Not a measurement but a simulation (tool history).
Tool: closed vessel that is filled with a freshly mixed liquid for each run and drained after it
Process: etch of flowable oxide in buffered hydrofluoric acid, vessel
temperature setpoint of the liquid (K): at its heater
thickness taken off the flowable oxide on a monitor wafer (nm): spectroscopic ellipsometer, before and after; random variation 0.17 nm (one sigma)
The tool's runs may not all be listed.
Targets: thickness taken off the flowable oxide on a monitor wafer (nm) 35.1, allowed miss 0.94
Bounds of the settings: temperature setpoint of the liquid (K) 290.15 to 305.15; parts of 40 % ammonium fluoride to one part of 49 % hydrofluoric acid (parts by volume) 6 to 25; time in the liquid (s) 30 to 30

run    day  temperature setpoint of the liquid (K)  parts of 40 % ammonium fluoride to one part of 49 % hydrofluoric acid (parts by volume)  time in the liquid (s)  thickness taken off the flowable oxide on a monitor wafer (nm)
  1      0                                  298.15                                                                                     15.5                      30                                                          54.617
  2  0.317                                  296.15                                                                                     15.5                      30                                                          48.854
  3  0.612                                  294.65                                                                                     15.5                      30                                                          44.697
  4  0.679                                  294.65                                                                                     13.5                      30                                                          51.962
  5  0.992                                  293.65                                                                                       14                      30                                                          46.988
  6  1.271                                  293.65                                                                                       12                      30                                                           54.81
  7  1.504                                  290.15                                                                                     16.5                      30                                                           32.66
  8  1.571                                  290.65                                                                                     16.5                      30                                                          33.869

Which of these 4 next moves meets every target?
  A  1.638                                  290.15                                                                                     14.5                      30                                                               ?
  B  1.638                                  290.15                                                                                     16.5                      30                                                               ?
  C  1.638                                  294.15                                                                                       18                      30                                                               ?
  D  1.638                                  292.15                                                                                     17.5                      30                                                               ?

move  thickness taken off the flowable oxide on a monitor wafer (nm)
   A                                                          37.134
   B                                                          32.699
   C                                                          37.617
   D                                                          34.573
A: takes the result that was furthest off past its target
B: further off than the last run
C: takes the result that was furthest off past its target
D: meets every target
The right move is D.
